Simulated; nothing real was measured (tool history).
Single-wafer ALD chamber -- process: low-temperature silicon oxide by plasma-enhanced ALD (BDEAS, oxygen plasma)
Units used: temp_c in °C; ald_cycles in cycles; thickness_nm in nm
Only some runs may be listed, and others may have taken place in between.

run 1 hour=0.0 | temp_c=110 ald_cycles=47 | thickness_nm=6.5172
run 2 hour=4.1 | temp_c=110 ald_cycles=51 | thickness_nm=7.0563
run 3 hour=10.7 | temp_c=110 ald_cycles=55 | thickness_nm=7.6188
run 4 hour=17.6 | temp_c=109 ald_cycles=55 | thickness_nm=7.6187
run 5 hour=23.3 | temp_c=109 ald_cycles=49 | thickness_nm=6.8029
run 6 hour=31.7 | temp_c=109 ald_cycles=43 | thickness_nm=5.9737

Expected results for the next run?
run 7 hour=35.9 | temp_c=108 ald_cycles=46 | thickness_nm=?

{"run 7": {"thickness_nm": 6.381}}
